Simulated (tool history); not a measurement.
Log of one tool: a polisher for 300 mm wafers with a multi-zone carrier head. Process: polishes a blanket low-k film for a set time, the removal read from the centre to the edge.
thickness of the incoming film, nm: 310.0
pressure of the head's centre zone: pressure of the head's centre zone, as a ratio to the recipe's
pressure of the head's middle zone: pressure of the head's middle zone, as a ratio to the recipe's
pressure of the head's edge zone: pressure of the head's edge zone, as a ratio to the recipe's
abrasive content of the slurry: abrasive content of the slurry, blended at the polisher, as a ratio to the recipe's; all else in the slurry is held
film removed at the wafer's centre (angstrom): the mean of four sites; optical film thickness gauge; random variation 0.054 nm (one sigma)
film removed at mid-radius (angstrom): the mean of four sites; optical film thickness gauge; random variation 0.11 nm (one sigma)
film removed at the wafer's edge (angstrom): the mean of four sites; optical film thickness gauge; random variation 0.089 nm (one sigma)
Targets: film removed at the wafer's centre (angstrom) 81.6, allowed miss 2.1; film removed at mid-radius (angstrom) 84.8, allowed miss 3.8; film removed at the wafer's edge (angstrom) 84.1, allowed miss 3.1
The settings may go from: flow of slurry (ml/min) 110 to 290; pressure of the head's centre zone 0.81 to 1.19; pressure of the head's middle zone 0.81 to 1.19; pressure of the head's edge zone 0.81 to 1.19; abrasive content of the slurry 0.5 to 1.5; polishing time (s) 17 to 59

run,hour,flow of slurry (ml/min),pressure of the head's centre zone,pressure of the head's middle zone,pressure of the head's edge zone,abrasive content of the slurry,polishing time (s),film removed at the wafer's centre (angstrom),film removed at mid-radius (angstrom),film removed at the wafer's edge (angstrom)
1,0,185,1,1,1,1,38,117.11,117.97,111.45
2,7.6,180,0.97,0.98,0.97,0.9,38,110.07,111.49,106.28
3,14,175,0.95,0.97,0.96,0.8,38,102.64,103.14,101.91
4,18,170,0.94,0.97,0.94,0.75,38,98.2,98.688,97.101
5,26.4,170,0.94,0.97,0.89,0.75,38,97.398,101.12,95.345
6,33.4,195,0.94,0.97,0.89,0.75,38,101.21,102.35,96.606
7,34.9,185,0.93,0.96,0.88,0.7,38,97.793,96.486,93.301
8,41,175,0.92,0.96,0.87,0.7,38,95.449,95.712,91.658
9,44.5,165,0.9,0.95,0.86,0.7,38,92.179,96.852,89.405
10,46.7,160,0.89,0.93,0.87,0.7,38,90.184,91.884,90.542
11,48.9,155,0.88,0.92,0.86,0.7,38,89.376,92.264,89.649
12,52.9,150,0.87,0.91,0.85,0.7,38,89.12,89.108,89.065
13,59.1,150,0.87,0.91,0.85,0.7,38,87.454,89.619,89.175
14,63,145,0.87,0.91,0.84,0.7,38,87.33,89.931,88.591
# hour 70.3: worn pad replaced by a new one
15,70.3,140,0.87,0.91,0.84,0.7,38,92.613,95.128,93.986
16,78.5,150,0.86,0.91,0.85,0.7,38,94.695,96.976,95.367
17,83.2,140,0.87,0.91,0.85,0.7,38,94.673,95.342,94.82
18,90.3,130,0.83,0.9,0.82,0.5,38,76.602,80.456,78.756
19,93.4,130,0.84,0.9,0.83,0.5,38,77.211,80.822,81.024
20,102,130,0.85,0.91,0.83,0.5,38,77.477,81.305,78.834
21,106.4,130,0.85,0.91,0.84,0.5,38,77.878,82.28,80.038

Which of these 5 next moves meets every target?
A,110.8,160,0.81,0.87,0.89,0.55,35,?,?,?
B,110.8,155,0.99,0.99,0.81,0.6,32,?,?,?
C,110.8,125,1,1,0.81,0.5,36,?,?,?
D,110.8,190,0.81,0.86,0.82,0.5,38,?,?,?
E,110.8,125,0.98,1.09,0.81,0.5,37,?,?,?

move,film removed at the wafer's centre (angstrom),film removed at mid-radius (angstrom),film removed at the wafer's edge (angstrom)
A,76.177,78.791,81.748
B,82.045,82.85,74.056
C,80.698,82.204,73.958
D,82.048,83.739,83.841
E,81.866,90.914,75.921
A: further off than the last run
B: brings the result that was furthest off to its target, and leaves another outside
C: brings the result that was furthest off to its target, and leaves another outside
D: meets every target
E: brings the result that was furthest off to its target, and leaves another outside
Answer: D
